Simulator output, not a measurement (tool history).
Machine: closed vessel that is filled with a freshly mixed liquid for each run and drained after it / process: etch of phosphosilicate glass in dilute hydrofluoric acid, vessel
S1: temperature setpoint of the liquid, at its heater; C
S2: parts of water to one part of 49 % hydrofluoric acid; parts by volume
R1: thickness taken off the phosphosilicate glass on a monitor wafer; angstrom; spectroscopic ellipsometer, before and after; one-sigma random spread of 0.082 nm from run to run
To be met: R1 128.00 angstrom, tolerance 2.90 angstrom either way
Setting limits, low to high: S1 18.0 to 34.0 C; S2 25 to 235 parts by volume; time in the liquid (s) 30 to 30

{"run": 1, "day": 0.0, "S1": 26.0, "S2": 130, "time in the liquid (s)": 30, "R1": 193.35}
{"run": 2, "day": 0.15, "S1": 26.0, "S2": 110, "time in the liquid (s)": 30, "R1": 234.22}
{"run": 3, "day": 0.229, "S1": 24.5, "S2": 115, "time in the liquid (s)": 30, "R1": 211.12}
{"run": 4, "day": 0.354, "S1": 24.5, "S2": 80, "time in the liquid (s)": 30, "R1": 315.62}
{"run": 5, "day": 0.404, "S1": 23.5, "S2": 90, "time in the liquid (s)": 30, "R1": 266.2}
{"run": 6, "day": 0.712, "S1": 23.5, "S2": 90, "time in the liquid (s)": 30, "R1": 264.87}
{"run": 7, "day": 0.762, "S1": 22.5, "S2": 100, "time in the liquid (s)": 30, "R1": 226.26}
{"run": 8, "day": 1.046, "S1": 21.5, "S2": 105, "time in the liquid (s)": 30, "R1": 204.14}
{"run": 9, "day": 1.246, "S1": 21.0, "S2": 110, "time in the liquid (s)": 30, "R1": 192.44}
{"run": 10, "day": 1.479, "S1": 20.5, "S2": 115, "time in the liquid (s)": 30, "R1": 178.76}
{"run": 11, "day": 1.821, "S1": 20.0, "S2": 120, "time in the liquid (s)": 30, "R1": 165.73}
{"run": 12, "day": 2.138, "S1": 19.5, "S2": 125, "time in the liquid (s)": 30, "R1": 156.68}
{"run": 13, "day": 2.279, "S1": 19.0, "S2": 130, "time in the liquid (s)": 30, "R1": 146.07}
{"run": 14, "day": 2.35, "S1": 18.5, "S2": 135, "time in the liquid (s)": 30, "R1": 138.09}

4 next moves are on the table. One of them brings every result within its allowed miss. Which?
{"run": "A", "day": 2.421, "S1": 18.0, "S2": 140, "time in the liquid (s)": 30, "R1": "?"}
{"run": "B", "day": 2.421, "S1": 19.5, "S2": 140, "time in the liquid (s)": 30, "R1": "?"}
{"run": "C", "day": 2.421, "S1": 20.5, "S2": 145, "time in the liquid (s)": 30, "R1": "?"}
{"run": "D", "day": 2.421, "S1": 18.0, "S2": 135, "time in the liquid (s)": 30, "R1": "?"}

move=A R1=128.31
move=B R1=136.36
move=C R1=136.31
move=D R1=133.74
A: every result lands within tolerance
B: better than the last run, though not everything is in spec
C: better than the last run, though not everything is in spec
D: better than the last run, though not everything is in spec
The right move is A.
